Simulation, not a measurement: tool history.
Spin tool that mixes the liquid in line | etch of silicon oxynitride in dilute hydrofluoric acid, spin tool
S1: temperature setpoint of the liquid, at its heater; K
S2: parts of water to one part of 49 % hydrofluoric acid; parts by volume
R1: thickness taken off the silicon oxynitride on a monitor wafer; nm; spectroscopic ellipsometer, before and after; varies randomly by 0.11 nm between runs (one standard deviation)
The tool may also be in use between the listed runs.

run 1 hour=0 | S1=294.15 S2=95 time_under_the_liquid_(s)=285 | R1=4.2482
run 2 hour=2.9 | S1=297.65 S2=95 time_under_the_liquid_(s)=285 | R1=5.094
run 3 hour=8.6 | S1=298.15 S2=90 time_under_the_liquid_(s)=285 | R1=5.5005
run 4 hour=16.9 | S1=296.65 S2=90 time_under_the_liquid_(s)=285 | R1=5.0241
run 5 hour=19.5 | S1=296.65 S2=90 time_under_the_liquid_(s)=305 | R1=5.4502
run 6 hour=28.5 | S1=297.65 S2=85 time_under_the_liquid_(s)=305 | R1=6.2091
run 7 hour=32.6 | S1=298.15 S2=85 time_under_the_liquid_(s)=305 | R1=6.115
run 8 hour=36.7 | S1=298.65 S2=80 time_under_the_liquid_(s)=305 | R1=6.8217
run 9 hour=43.9 | S1=299.15 S2=80 time_under_the_liquid_(s)=305 | R1=6.9302
run 10 hour=51.6 | S1=299.65 S2=80 time_under_the_liquid_(s)=305 | R1=7.0294
run 11 hour=60.4 | S1=300.15 S2=80 time_under_the_liquid_(s)=305 | R1=7.3722

Run 12 has not been measured yet. What should we expect?
run 12 hour=68.7 | S1=300.65 S2=80 time_under_the_liquid_(s)=305 | R1=?

{"run 12": {"R1": 7.5476}}
